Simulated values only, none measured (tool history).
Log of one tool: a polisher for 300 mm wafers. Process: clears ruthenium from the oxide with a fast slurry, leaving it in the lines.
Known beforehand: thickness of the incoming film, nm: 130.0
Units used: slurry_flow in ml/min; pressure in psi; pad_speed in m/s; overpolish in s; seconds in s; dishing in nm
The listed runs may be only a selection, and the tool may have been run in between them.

run,hour,slurry_flow,pressure,pad_speed,slurry_solids,overpolish,seconds,dishing
1,0,145,1.9,0.88,1,29,62.001,43.049
2,3.1,145,1.5,0.88,1,29,77.543,35.912
3,5.2,145,1.5,0.88,1.1,29,74.281,37.013
4,8.1,145,1.5,0.88,0.9,29,81.642,34.085
5,16.3,140,1.3,0.88,0.9,34,95.176,34.148
6,23.2,140,1,0.88,0.9,34,123.45,26.286
7,27.8,150,1,0.88,0.9,38,121.77,30.136

Predict the results of run 8:
8,34.8,150,1.1,0.88,0.9,41,?,?

seconds: 109.54 s
dishing: 34.747 nm
